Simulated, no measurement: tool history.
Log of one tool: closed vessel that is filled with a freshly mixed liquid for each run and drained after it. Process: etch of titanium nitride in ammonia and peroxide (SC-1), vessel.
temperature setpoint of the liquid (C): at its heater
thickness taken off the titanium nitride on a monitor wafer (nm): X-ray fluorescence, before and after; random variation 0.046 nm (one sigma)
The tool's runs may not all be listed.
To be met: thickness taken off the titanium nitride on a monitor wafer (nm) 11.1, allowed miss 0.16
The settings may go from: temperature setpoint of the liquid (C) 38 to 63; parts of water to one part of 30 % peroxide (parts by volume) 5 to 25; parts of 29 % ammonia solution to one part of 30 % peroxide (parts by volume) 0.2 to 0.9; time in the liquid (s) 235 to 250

run,hour,temperature setpoint of the liquid (C),parts of water to one part of 30 % peroxide (parts by volume),parts of 29 % ammonia solution to one part of 30 % peroxide (parts by volume),time in the liquid (s),thickness taken off the titanium nitride on a monitor wafer (nm)
1,0,47,14,0.5,235,14.087
2,8.5,47,15.5,0.5,235,13.381
3,14.3,46,15.5,0.5,235,12.433
4,21.3,39.5,15.5,0.5,235,7.7601
5,25.5,39.5,15.5,0.5,250,8.2537
6,28.6,39.5,15.5,0.5,250,8.288
7,36.3,44.5,15.5,0.5,250,11.93
8,39.9,44,15.5,0.5,250,11.569

5 next moves are on the table. One of them brings every result within its allowed miss. Which?
A,43.5,44.5,18,0.65,235,?
B,43.5,47.5,19,0.35,235,?
C,43.5,44.5,16.5,0.5,250,?
D,43.5,45.5,16,0.25,250,?
E,43.5,44.5,17.5,0.55,250,?

move,thickness taken off the titanium nitride on a monitor wafer (nm)
A,10.775
B,11.55
C,11.464
D,11.002
E,11.294
A: takes the result that was furthest off past its target
B: as far off as the last run
C: nearer than the last run, and not there yet
D: meets every target
E: nearer than the last run, and not there yet
Answer: D
